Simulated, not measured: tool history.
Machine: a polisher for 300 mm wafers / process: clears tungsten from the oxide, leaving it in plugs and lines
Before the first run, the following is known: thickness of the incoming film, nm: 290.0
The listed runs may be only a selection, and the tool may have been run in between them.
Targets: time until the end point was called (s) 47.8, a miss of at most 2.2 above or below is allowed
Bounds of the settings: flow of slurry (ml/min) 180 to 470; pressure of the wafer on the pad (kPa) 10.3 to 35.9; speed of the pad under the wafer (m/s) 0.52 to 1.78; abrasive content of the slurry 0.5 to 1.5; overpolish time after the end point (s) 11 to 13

| run | day | flow of slurry (ml/min) | pressure of the wafer on the pad (kPa) | speed of the pad under the wafer (m/s) | abrasive content of the slurry | overpolish time after the end point (s) | time until the end point was called (s) |
|---|---|---|---|---|---|---|---|
| 1 | 0 | 300 | 22.8 | 1.14 | 1 | 13 | 56.856 |
| 2 | 0.188 | 300 | 23.4 | 1.14 | 1 | 13 | 55.943 |
| 3 | 0.533 | 300 | 17.9 | 1.14 | 1 | 13 | 73.325 |
| 4 | 0.721 | 250 | 17.9 | 1.14 | 1 | 13 | 72.585 |
| 5 | 1.008 | 250 | 19.3 | 1.14 | 1 | 13 | 68.553 |
| 6 | 1.312 | 250 | 20.7 | 1.14 | 1 | 13 | 64.897 |
| 7 | 1.579 | 250 | 20.7 | 1.14 | 1 | 13 | 63.964 |
| 8 | 1.708 | 250 | 20.7 | 1.14 | 1 | 13 | 64.352 |
| 9 | 1.838 | 250 | 22.1 | 1.14 | 1 | 13 | 61.602 |
| 10 | 2.15 | 255 | 23.4 | 1.14 | 1 | 13 | 57.323 |
| 11 | 2.217 | 255 | 24.1 | 1.14 | 1 | 13 | 55.476 |
| 12 | 2.296 | 255 | 24.8 | 1.14 | 1 | 13 | 54.783 |
| 13 | 2.35 | 260 | 25.5 | 1.14 | 1 | 13 | 52.222 |
| 14 | 2.575 | 260 | 26.2 | 1.14 | 1 | 13 | 51.75 |

Pick the move, out of 5, that brings all results within their allowed miss; only one does.
| A | 2.8 | 225 | 26.2 | 1.3 | 0.8 | 13 | ? |
| B | 2.8 | 300 | 27.6 | 1.02 | 1.05 | 11 | ? |
| C | 2.8 | 210 | 24.1 | 1.24 | 0.9 | 11 | ? |
| D | 2.8 | 295 | 25.5 | 1.14 | 1 | 13 | ? |
| E | 2.8 | 225 | 27.6 | 1.1 | 0.8 | 13 | ? |

| move | time until the end point was called (s) |
|---|---|
| A | 48.837 |
| B | 53.196 |
| C | 54.389 |
| D | 52.239 |
| E | 54.64 |
A: in spec on every target
B: the biggest miss grows against the last run
C: the biggest miss grows against the last run
D: the biggest miss grows against the last run
E: the biggest miss grows against the last run
Correct choice: A, which meets every target
